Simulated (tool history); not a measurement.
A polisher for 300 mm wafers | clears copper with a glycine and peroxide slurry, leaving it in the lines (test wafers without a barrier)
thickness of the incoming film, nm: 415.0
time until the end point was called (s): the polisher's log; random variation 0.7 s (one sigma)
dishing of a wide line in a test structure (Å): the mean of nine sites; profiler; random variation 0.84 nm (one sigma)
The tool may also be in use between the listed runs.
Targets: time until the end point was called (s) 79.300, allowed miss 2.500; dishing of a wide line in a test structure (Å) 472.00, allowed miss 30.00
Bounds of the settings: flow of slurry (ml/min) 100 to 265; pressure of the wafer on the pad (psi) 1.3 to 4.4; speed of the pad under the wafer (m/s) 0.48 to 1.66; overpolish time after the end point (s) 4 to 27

| run | hour | flow of slurry (ml/min) | pressure of the wafer on the pad (psi) | speed of the pad under the wafer (m/s) | overpolish time after the end point (s) | time until the end point was called (s) | dishing of a wide line in a test structure (Å) |
|---|---|---|---|---|---|---|---|
| 1 | 0.0 | 170 | 2.8 | 1.06 | 14 | 71.065 | 401.69 |
| 2 | 7.5 | 165 | 2.7 | 1.06 | 16 | 75.353 | 422.45 |
| 3 | 13.8 | 165 | 2.7 | 1.06 | 17 | 73.428 | 428.99 |
| 4 | 20.4 | 165 | 2.7 | 1.32 | 17 | 64.424 | 438.71 |
| 5 | 24.9 | 165 | 2.7 | 1.46 | 17 | 61.094 | 456.68 |
| 6 | 26.9 | 160 | 2.5 | 1.46 | 18 | 63.882 | 431.31 |
| 7 | 27.6 | 200 | 1.8 | 1.30 | 24 | 84.141 | 463.83 |
| 8 | 30.9 | 205 | 1.8 | 1.30 | 24 | 82.926 | 468.63 |
| 9 | 34.1 | 210 | 1.8 | 1.30 | 24 | 83.046 | 472.85 |
| 10 | 37.2 | 215 | 1.8 | 1.30 | 24 | 83.004 | 472.35 |

5 next moves are on the table. One of them brings every result within its allowed miss. Which?
| A | 40.3 | 235 | 2.0 | 1.34 | 16 | ? | ? |
| B | 40.3 | 185 | 2.3 | 1.10 | 23 | ? | ? |
| C | 40.3 | 205 | 2.0 | 1.46 | 23 | ? | ? |
| D | 40.3 | 185 | 2.0 | 1.28 | 14 | ? | ? |
| E | 40.3 | 220 | 2.0 | 1.38 | 22 | ? | ? |

| move | time until the end point was called (s) | dishing of a wide line in a test structure (Å) |
|---|---|---|
| A | 73.775 | 414.03 |
| B | 77.814 | 467.81 |
| C | 71.623 | 470.32 |
| D | 78.603 | 378.99 |
| E | 73.229 | 464.00 |
A: takes the result that was furthest off past its target
B: meets every target
C: takes the result that was furthest off past its target
D: brings the result that was furthest off to its target, and leaves another outside
E: takes the result that was furthest off past its target
Answer: B
